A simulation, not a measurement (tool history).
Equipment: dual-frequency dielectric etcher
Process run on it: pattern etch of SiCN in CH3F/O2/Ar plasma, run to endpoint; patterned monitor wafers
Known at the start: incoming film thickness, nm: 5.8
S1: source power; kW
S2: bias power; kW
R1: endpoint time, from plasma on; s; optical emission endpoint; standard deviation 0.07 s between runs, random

run	hour	S1	S2	R1
1	0	0.5	0.085	12.875
2	6	0.44	0.075	14.105
3	7.3	0.38	0.075	14.893
4	9.8	0.36	0.069	15.711
5	17.7	0.31	0.069	16.507
6	25.5	0.31	0.069	16.538

Run 7, settings as shown, results not yet in. Your forecast:
7	34.3	0.31	0.067	?

{"run 7": {"R1": 16.689}}
